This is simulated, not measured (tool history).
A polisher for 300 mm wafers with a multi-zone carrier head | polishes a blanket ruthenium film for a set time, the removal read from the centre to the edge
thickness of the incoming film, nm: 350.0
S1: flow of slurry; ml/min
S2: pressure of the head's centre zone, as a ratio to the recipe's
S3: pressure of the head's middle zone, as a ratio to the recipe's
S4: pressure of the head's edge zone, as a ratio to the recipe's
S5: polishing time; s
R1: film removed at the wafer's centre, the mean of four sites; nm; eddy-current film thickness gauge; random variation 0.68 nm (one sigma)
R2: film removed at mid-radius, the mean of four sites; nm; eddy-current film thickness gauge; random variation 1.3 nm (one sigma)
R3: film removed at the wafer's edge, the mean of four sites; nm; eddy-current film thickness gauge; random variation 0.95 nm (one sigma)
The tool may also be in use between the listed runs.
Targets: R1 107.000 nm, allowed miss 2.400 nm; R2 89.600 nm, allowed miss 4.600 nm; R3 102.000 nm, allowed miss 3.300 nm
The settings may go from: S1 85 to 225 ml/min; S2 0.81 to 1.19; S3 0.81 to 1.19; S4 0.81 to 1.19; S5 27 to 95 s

run,day,S1,S2,S3,S4,S5,R1,R2,R3
1,0.000,145,1.00,1.00,1.00,61,66.666,62.409,63.037
2,0.021,145,1.05,1.00,1.00,61,68.968,63.159,63.195
3,0.075,145,1.05,1.00,0.92,61,68.053,63.555,60.133
4,0.404,145,1.05,1.00,0.92,69,77.449,72.226,69.642
5,0.725,150,1.06,1.00,0.97,72,82.647,75.701,74.236
6,1.062,150,1.06,0.96,0.97,72,82.399,73.906,74.956
7,1.158,150,1.06,0.96,0.97,72,82.483,71.229,75.167
8,1.529,190,1.10,0.98,1.07,85,104.550,90.632,94.438
9,1.904,190,1.10,0.97,1.08,86,106.160,91.913,94.736
10,2.175,190,1.09,0.95,1.09,87,106.240,90.207,97.400
11,2.475,190,1.09,0.94,1.10,87,105.850,89.969,95.340
12,2.808,180,1.04,0.85,1.19,92,106.680,84.877,107.760
13,2.962,180,1.04,0.86,1.18,92,105.270,86.722,105.900
14,3.204,180,1.04,0.87,1.17,92,106.270,87.377,105.020

Which of these 5 next moves meets every target?
A,3.446,195,1.00,0.84,1.12,95,?,?,?
B,3.446,170,1.02,0.85,1.19,95,?,?,?
C,3.446,170,1.01,0.91,1.16,95,?,?,?
D,3.446,195,1.00,0.81,1.19,94,?,?,?
E,3.446,195,1.07,0.92,1.14,90,?,?,?

move,R1,R2,R3
A,106.060,89.930,106.880
B,106.360,89.406,109.050
C,105.350,94.600,107.520
D,104.920,86.369,109.170
E,107.630,91.812,102.070
A: further off than the last run
B: further off than the last run
C: further off than the last run
D: further off than the last run
E: meets every target
Answer: E
